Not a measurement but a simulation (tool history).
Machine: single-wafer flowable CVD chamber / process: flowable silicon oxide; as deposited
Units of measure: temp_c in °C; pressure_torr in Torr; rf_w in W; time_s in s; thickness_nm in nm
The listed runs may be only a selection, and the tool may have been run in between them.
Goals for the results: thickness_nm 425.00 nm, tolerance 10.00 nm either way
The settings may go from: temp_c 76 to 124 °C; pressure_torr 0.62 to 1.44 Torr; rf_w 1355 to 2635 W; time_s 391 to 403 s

run    day  temp_c  pressure_torr  rf_w  time_s  thickness_nm
  1  0.000     100           1.03  1995     391        333.82
  2  0.038      98           1.03  1995     391        361.40
  3  0.104      97           1.03  1995     391        374.14
  4  0.125      89           1.03  1995     391        503.77
  5  0.304      89           1.10  1995     391        523.43
     0.533  -- RF generator calibrated
  6  0.533      89           1.10  1995     403        548.27
  7  0.804      91           1.10  1995     403        515.23
  8  1.096      93           1.10  1995     403        476.69
  9  1.383      97           1.10  1995     403        409.68

Which single option among these 4 for the next run brings every result within its allowed miss of target? Just one does.
  A  1.671      97           1.10  1970     396             ?
  B  1.671     100           1.25  2130     391             ?
  C  1.671      99           1.10  2085     403             ?
  D  1.671      91           0.95  1695     391             ?

move  thickness_nm
   A        405.39
   B        400.92
   C        387.39
   D        432.32
A: further off than the last run
B: further off than the last run
C: further off than the last run
D: hits every target within its allowed miss
Go with D: it meets all targets.
